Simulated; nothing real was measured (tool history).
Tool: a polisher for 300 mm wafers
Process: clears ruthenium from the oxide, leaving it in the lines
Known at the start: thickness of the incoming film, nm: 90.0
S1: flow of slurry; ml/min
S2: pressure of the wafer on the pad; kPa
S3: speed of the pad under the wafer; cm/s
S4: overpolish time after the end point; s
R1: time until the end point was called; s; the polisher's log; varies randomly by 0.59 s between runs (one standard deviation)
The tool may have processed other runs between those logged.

run	hour	S1	S2	S3	S4	R1
1	0.0	230	15.2	98	30	66.871
2	1.5	230	15.2	98	32	66.831
3	9.6	230	15.9	98	32	64.988
4	12.8	230	15.9	98	30	64.490
5	13.6	230	16.5	98	30	60.665
6	16.9	230	16.5	98	30	61.982
7	23.4	230	17.2	98	30	57.970

For run 8, what comes out?
8	31.4	230	18.6	98	30	?

{"run 8": {"R1": 54.234}}
